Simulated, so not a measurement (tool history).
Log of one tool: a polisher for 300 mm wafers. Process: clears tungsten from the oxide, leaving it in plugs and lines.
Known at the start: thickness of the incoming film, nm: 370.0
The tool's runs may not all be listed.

run,hour,flow of slurry (ml/min),pressure of the wafer on the pad (psi),speed of the pad under the wafer (cm/s),abrasive content of the slurry,overpolish time after the end point (s),time until the end point was called (s)
1,0,240,2.8,90,1,4,120.9
2,6.8,240,2.8,90,1,4,121.16
3,8.5,240,2.8,90,1.1,4,119.71
4,13.4,240,2.8,90,1.1,4,121.16
5,21.6,240,2.6,86,1.1,4,131.4
6,23.2,240,2.4,80,1.1,4,148.29
7,30.3,240,2.2,74,1.1,4,172.28
8,37.7,240,2.1,72,1.1,4,177.35
9,38.5,235,1.3,48,1.05,4,367.57
# hour 39.3: head pressure recalibrated
10,39.3,235,1.3,48,1.05,4,407.19
11,41.7,235,1.4,48,1.05,4,378.12
12,44.1,235,1.4,48,1.05,4,380.11
13,52.7,240,1.5,48,1.05,4,349.81
14,59.8,250,1.5,48,1.05,4,352.26
15,64,255,1.6,48,1.05,4,334.68
16,66.1,255,1.6,48,1.05,4,333.72
17,67.8,255,1.6,48,1.05,4,332.85

The next listed run, before its measurement:
18,71,265,1.6,48,1.05,4,?

Run 18 gave time until the end point was called (s) 330.29.
